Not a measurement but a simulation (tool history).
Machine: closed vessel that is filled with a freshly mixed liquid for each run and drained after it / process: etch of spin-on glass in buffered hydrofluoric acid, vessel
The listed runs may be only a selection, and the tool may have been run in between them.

run  hour  temperature setpoint of the liquid (K)  parts of 40 % ammonium fluoride to one part of 49 % hydrofluoric acid (parts by volume)  time in the liquid (s)  thickness taken off the spin-on glass on a monitor wafer (nm)
  1   0.0                                  296.15                                                                                      7.5                      90                                                         310.40
  2   8.6                                  296.15                                                                                      7.5                      90                                                         307.62
  3   9.4                                  297.15                                                                                      7.5                      90                                                         326.71
  4  12.3                                  298.15                                                                                      7.5                      90                                                         339.55
  5  16.5                                  299.15                                                                                      7.5                      90                                                         357.09
  6  22.4                                  299.65                                                                                      7.5                      90                                                         374.47
  7  26.8                                  300.15                                                                                      7.5                      90                                                         382.00

Forecast run 8:
  8  28.4                                  300.65                                                                                      7.5                      90                                                              ?

Logged for run 8: thickness taken off the spin-on glass on a monitor wafer (nm) 392.62.
